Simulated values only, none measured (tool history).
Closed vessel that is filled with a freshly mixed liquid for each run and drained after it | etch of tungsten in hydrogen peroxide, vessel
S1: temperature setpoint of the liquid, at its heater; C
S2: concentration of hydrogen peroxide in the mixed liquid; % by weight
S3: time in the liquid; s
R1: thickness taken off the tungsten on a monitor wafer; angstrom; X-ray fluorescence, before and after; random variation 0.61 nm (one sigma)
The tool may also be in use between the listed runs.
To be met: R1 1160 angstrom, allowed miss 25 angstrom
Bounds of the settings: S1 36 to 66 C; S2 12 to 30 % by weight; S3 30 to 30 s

run  hour    S1    S2  S3      R1
  1     0    52  21.5  30  930.76
  2   3.1    46  21.5  30  650.67
  3   9.5    46  17.5  30  589.11
  4  11.1    46    14  30   523.7
  5  15.2  47.5    14  30  580.98
  6  17.7  48.5    14  30  614.63
  7  21.7  49.5    14  30  653.02
  8    30  50.5    14  30  687.64
  9  35.4  51.5    14  30  743.02
 10  41.8    52    14  30   757.6
 11  50.9    60    14  30  1209.5

Which of these 4 next moves meets every target?
  A    60  59.5    12  30   ?
  B    60    60  14.5  30   ?
  C    60    60  12.5  30   ?
  D    60  58.5  16.5  30   ?

move      R1
   A    1100
   B  1244.5
   C  1155.5
   D  1217.4
A: takes the result that was furthest off past its target
B: further off than the last run
C: meets every target
D: further off than the last run
The right move is C.
